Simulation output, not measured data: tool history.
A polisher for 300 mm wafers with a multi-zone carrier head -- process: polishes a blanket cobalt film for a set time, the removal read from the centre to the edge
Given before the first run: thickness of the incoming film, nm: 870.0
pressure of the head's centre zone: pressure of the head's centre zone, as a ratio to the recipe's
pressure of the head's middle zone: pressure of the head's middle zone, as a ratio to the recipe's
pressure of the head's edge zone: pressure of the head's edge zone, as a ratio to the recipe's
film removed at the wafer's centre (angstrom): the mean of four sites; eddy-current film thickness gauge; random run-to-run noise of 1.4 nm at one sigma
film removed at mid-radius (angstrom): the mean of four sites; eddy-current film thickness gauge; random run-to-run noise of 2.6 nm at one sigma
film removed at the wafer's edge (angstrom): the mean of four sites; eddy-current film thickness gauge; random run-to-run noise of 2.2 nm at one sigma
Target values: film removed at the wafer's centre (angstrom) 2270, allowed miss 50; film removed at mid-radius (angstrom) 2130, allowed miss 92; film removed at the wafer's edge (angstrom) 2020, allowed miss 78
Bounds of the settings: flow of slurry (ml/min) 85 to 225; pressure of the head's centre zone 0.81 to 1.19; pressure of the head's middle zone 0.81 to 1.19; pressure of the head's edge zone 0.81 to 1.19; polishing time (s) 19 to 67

run	hour	flow of slurry (ml/min)	pressure of the head's centre zone	pressure of the head's middle zone	pressure of the head's edge zone	polishing time (s)	film removed at the wafer's centre (angstrom)	film removed at mid-radius (angstrom)	film removed at the wafer's edge (angstrom)
1	0	145	1	1	1	43	3088.6	3064.1	3080.4
2	2.4	145	1	0.99	0.97	40	2836.8	2816.4	2789.3
3	9.4	145	1.04	0.99	0.97	40	2968.8	2791.5	2791.4
4	12.7	145	1.04	0.98	0.94	38	2824.7	2704.6	2601.4
5	13.9	145	1.08	0.98	0.94	38	2935.1	2631.9	2676.2
6	21.3	145	1.08	0.98	0.97	38	2970.6	2610.2	2661.2
7	27.6	145	1.08	0.98	0.97	38	2970	2642.2	2662.8
8	34.5	145	1.07	0.97	0.95	36	2711.1	2503.1	2492
9	42.1	145	1.07	0.96	0.92	35	2703.9	2431.3	2398.2
10	48.2	140	1.06	0.95	0.9	34	2551.3	2291.3	2299.9
11	57	135	1.06	0.96	0.88	34	2514.2	2291.4	2268.1
12	59.2	130	1.06	0.97	0.87	34	2495.7	2323	2241.3
13	64.8	125	1.06	0.97	0.86	34	2468.5	2239.3	2200.9
14	68.7	120	1.06	0.98	0.85	34	2442.2	2245.5	2214.8
15	71	120	1.06	0.98	0.84	33	2369.3	2236.4	2090
16	77.1	95	1.05	0.96	0.83	33	2135.2	2006	1973
17	82.6	100	1.05	0.96	0.83	33	2213.7	2080.6	2051.1

5 next moves are on the table. One of them brings every result within its allowed miss. Which?
A	88.1	120	1.04	0.96	0.81	32	?	?	?
B	88.1	100	0.93	0.93	0.87	35	?	?	?
C	88.1	135	1.13	1.19	0.81	30	?	?	?
D	88.1	185	1.07	1.13	0.81	28	?	?	?
E	88.1	100	1.15	1.02	0.84	33	?	?	?

move	film removed at the wafer's centre (angstrom)	film removed at mid-radius (angstrom)	film removed at the wafer's edge (angstrom)
A	2262.8	2086.1	2053.7
B	2076.1	2110	2226.5
C	2388.7	2378.5	1960.2
D	2261.7	2267.9	1914.3
E	2425.7	2131.6	2067.9
A: every result within its allowed miss
B: misses by more than the last run did
C: moves the result that the last run missed by most past its target, out the other side
D: the furthest-off result lands on target, but another misses its tolerance
E: moves the result that the last run missed by most past its target, out the other side
The move that meets every target is A.
